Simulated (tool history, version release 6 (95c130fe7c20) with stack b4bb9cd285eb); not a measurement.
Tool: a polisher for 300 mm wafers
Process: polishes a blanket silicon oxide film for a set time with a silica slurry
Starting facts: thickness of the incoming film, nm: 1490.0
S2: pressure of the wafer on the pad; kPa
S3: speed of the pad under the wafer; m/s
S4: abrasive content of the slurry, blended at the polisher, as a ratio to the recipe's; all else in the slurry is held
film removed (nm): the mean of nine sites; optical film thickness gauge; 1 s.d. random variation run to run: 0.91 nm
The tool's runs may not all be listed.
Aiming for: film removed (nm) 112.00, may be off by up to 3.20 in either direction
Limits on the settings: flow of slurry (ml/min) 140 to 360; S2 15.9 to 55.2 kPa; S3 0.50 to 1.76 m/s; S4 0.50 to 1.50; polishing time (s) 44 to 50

Run 1, day 0.000: flow of slurry (ml/min) 230, S2 35.2 kPa, S3 1.12 m/s, S4 1.00, polishing time (s) 50. Result: film removed (nm) 181.69.
Run 2, day 0.058: flow of slurry (ml/min) 230, S2 38.6 kPa, S3 1.12 m/s, S4 1.00, polishing time (s) 50. Result: film removed (nm) 200.48.
Run 3, day 0.125: flow of slurry (ml/min) 225, S2 32.4 kPa, S3 1.12 m/s, S4 1.00, polishing time (s) 50. Result: film removed (nm) 165.80.
Run 4, day 0.246: flow of slurry (ml/min) 225, S2 32.4 kPa, S3 1.36 m/s, S4 1.00, polishing time (s) 50. Result: film removed (nm) 197.11.
Run 5, day 0.388: flow of slurry (ml/min) 225, S2 32.4 kPa, S3 1.36 m/s, S4 0.90, polishing time (s) 50. Result: film removed (nm) 191.10.
Run 6, day 0.667: flow of slurry (ml/min) 220, S2 27.6 kPa, S3 1.34 m/s, S4 0.90, polishing time (s) 50. Result: film removed (nm) 161.01.
Run 7, day 0.821: flow of slurry (ml/min) 215, S2 24.1 kPa, S3 1.34 m/s, S4 0.90, polishing time (s) 50. Result: film removed (nm) 140.76.
Run 8, day 0.912: flow of slurry (ml/min) 205, S2 22.1 kPa, S3 1.34 m/s, S4 0.90, polishing time (s) 50. Result: film removed (nm) 128.61.
Run 9, day 1.250: flow of slurry (ml/min) 190, S2 21.4 kPa, S3 1.34 m/s, S4 0.90, polishing time (s) 50. Result: film removed (nm) 122.73.
Run 10, day 1.400: flow of slurry (ml/min) 190, S2 21.4 kPa, S3 1.34 m/s, S4 0.90, polishing time (s) 50. Result: film removed (nm) 123.89.
Run 11, day 1.533: flow of slurry (ml/min) 180, S2 20.7 kPa, S3 1.34 m/s, S4 0.90, polishing time (s) 50. Result: film removed (nm) 118.67.
Run 12, day 1.658: flow of slurry (ml/min) 170, S2 20.7 kPa, S3 1.34 m/s, S4 0.90, polishing time (s) 50. Result: film removed (nm) 119.18.

Which one of the following 5 next-run settings gets every result inside its allowed miss? There is exactly one.
Run A, day 1.783: flow of slurry (ml/min) 245, S2 22.1 kPa, S3 1.20 m/s, S4 0.55, polishing time (s) 50. Result: film removed (nm) ?.
Run B, day 1.783: flow of slurry (ml/min) 230, S2 23.4 kPa, S3 1.10 m/s, S4 1.00, polishing time (s) 44. Result: film removed (nm) ?.
Run C, day 1.783: flow of slurry (ml/min) 155, S2 23.4 kPa, S3 1.28 m/s, S4 0.85, polishing time (s) 45. Result: film removed (nm) ?.
Run D, day 1.783: flow of slurry (ml/min) 160, S2 21.4 kPa, S3 1.28 m/s, S4 1.35, polishing time (s) 48. Result: film removed (nm) ?.
Run E, day 1.783: flow of slurry (ml/min) 195, S2 26.9 kPa, S3 1.10 m/s, S4 1.00, polishing time (s) 44. Result: film removed (nm) ?.

move  film removed (nm)
   A             103.38
   B             105.98
   C             110.84
   D             124.54
   E             118.55
A: pushes the last run's worst result past its target
B: pushes the last run's worst result past its target
C: every result lands within tolerance
D: further off than the last run
E: nearer the targets than the last run, but a result is still out of spec
Answer: C
